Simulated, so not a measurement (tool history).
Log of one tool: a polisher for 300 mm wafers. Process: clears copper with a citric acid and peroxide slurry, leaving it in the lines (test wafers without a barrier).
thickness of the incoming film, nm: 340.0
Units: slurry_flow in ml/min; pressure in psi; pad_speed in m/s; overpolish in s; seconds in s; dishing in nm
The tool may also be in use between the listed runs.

{"run": 1, "hour": 0.0, "slurry_flow": 200, "pressure": 3.9, "pad_speed": 1.32, "slurry_solids": 1, "overpolish": 16, "seconds": 109.42, "dishing": 31.768}
{"run": 2, "hour": 6.1, "slurry_flow": 200, "pressure": 3.9, "pad_speed": 1.32, "slurry_solids": 1.1, "overpolish": 16, "seconds": 107.8, "dishing": 31.901}
{"run": 3, "hour": 12.2, "slurry_flow": 200, "pressure": 3.6, "pad_speed": 1.36, "slurry_solids": 1.2, "overpolish": 13, "seconds": 112, "dishing": 25.735}
{"run": 4, "hour": 13.8, "slurry_flow": 200, "pressure": 3.2, "pad_speed": 1.36, "slurry_solids": 1.2, "overpolish": 13, "seconds": 123.74, "dishing": 25.181}
{"run": 5, "hour": 17.3, "slurry_flow": 200, "pressure": 3.2, "pad_speed": 1.36, "slurry_solids": 1.35, "overpolish": 13, "seconds": 124.01, "dishing": 25.766}
{"hour": 18.2, "done": "slurry nozzle cleaned"}
{"run": 6, "hour": 18.2, "slurry_flow": 200, "pressure": 3.6, "pad_speed": 1.36, "slurry_solids": 1.35, "overpolish": 13, "seconds": 105.2, "dishing": 27.967}

Forecast run 7:
{"run": 7, "hour": 21.7, "slurry_flow": 185, "pressure": 3.8, "pad_speed": 1.36, "slurry_solids": 1.1, "overpolish": 11, "seconds": "?", "dishing": "?"}

seconds: 104.26 s
dishing: 24.314 nm
